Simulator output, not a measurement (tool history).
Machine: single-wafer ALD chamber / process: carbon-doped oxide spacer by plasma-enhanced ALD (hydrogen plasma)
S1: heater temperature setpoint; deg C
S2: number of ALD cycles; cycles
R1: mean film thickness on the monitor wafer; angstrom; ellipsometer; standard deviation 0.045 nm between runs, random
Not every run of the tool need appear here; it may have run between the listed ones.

run	hour	S1	S2	R1
1	0	410	200	91.271
2	1.9	413	194	87.125
3	8	406	194	89.518
4	16.1	412	194	87.147
5	20.1	417	194	85.95
6	24.7	420	191	84.073

Expected results for the next run?
7	30.4	422	189	?

{"run 7": {"R1": 83.263}}
